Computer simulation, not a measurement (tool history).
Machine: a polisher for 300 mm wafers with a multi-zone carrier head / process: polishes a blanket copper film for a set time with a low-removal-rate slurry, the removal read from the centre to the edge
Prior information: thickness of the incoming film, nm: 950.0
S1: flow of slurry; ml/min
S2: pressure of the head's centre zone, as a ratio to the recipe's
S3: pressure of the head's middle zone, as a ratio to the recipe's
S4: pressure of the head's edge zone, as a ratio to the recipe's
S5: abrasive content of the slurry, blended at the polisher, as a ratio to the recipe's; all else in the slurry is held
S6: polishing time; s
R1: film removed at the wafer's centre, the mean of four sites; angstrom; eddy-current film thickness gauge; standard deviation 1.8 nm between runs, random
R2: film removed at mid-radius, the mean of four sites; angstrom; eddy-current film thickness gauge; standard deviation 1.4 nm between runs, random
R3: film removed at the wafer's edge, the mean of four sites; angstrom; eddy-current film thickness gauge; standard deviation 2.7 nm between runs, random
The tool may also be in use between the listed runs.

run    day   S1    S2    S3    S4    S5  S6      R1      R2      R3
  1      0  140     1     1     1     1  74  2198.5  2241.8  2176.7
  2  0.117  130  1.02  0.97  0.97  0.95  74    2234  2131.5  2066.4
  3    0.4  120  1.03  0.94  0.97  0.95  74  2198.2  2015.3  2118.4
  4  0.588  120  1.03  0.97  0.97  0.95  74    2182  2070.3  2076.4
  5  0.854  155  1.03  0.97  0.97  0.95  74  2356.1  2190.5  2152.4
  6  1.046  145  1.04  0.95  0.95   0.9  74  2288.6  2064.8  2107.7
  7  1.346  135  1.05  0.94  0.92   0.9  74  2302.4  2045.2  2018.4
  8  1.708   95  1.07  0.84  0.91  0.85  74  2062.7  1684.7  1928.4
  9  1.779  100  1.07  0.85   0.9  0.85  74    2099  1743.8  1914.2
 10  1.983  100  1.07  0.85   0.9  0.85  74  2100.1  1719.3  1907.3

Run 11 has not been measured yet. What should we expect?
 11  2.138  100  1.07  0.85  0.9  0.85  74   ?   ?   ?

R1: 2143 angstrom
R2: 1721.7 angstrom
R3: 1923.2 angstrom
